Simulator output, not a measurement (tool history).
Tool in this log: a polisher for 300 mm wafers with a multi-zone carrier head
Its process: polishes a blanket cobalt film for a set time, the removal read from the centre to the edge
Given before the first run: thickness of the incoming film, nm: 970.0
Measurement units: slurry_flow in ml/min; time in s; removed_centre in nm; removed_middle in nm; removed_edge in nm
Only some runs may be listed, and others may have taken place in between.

run  hour  slurry_flow  centre_zone  middle_zone  edge_zone  time  removed_centre  removed_middle  removed_edge
  1     0          220            1            1          1    41          165.05          168.25        168.51
  2   3.6          220            1            1       0.94    41          167.24          170.28        163.66
  3   5.1          220            1            1       0.91    41           165.4          168.92        161.03
  4   6.2          220            1         1.05       0.91    41          166.12             177        162.96
  5  11.6          220            1         1.05       0.91    47           190.9          201.56        188.42
  6  18.2          220         0.99         1.05       0.93    48          189.67          207.26        193.04
  7  20.6          220         0.99         1.05       0.95    49          193.97          211.58         204.6
  8  21.3          245            1         1.15       1.05    53          216.76          250.98        231.78
  9  29.2          245         0.99         1.14       1.06    53          211.41          242.83        225.22
 10  32.8          240         0.98         1.13       1.07    54          212.55          246.67        232.01
 11  39.9          235         0.97         1.12       1.08    55          217.96          250.04        243.34
 12  43.1          235         0.96         1.12       1.09    55          215.37           249.4        245.57
 13  47.8          230         0.94         1.11       1.11    56          213.43          250.32        244.57
 14  55.7          230         0.93         1.11       1.12    56          206.96          255.91        248.98

Run 15 has not been measured yet. What should we expect?
 15  64.1          230         0.93          1.1       1.13    56               ?               ?             ?

Run 15 came out at removed_centre 207.51 nm, removed_middle 249.41 nm, removed_edge 250.99 nm.

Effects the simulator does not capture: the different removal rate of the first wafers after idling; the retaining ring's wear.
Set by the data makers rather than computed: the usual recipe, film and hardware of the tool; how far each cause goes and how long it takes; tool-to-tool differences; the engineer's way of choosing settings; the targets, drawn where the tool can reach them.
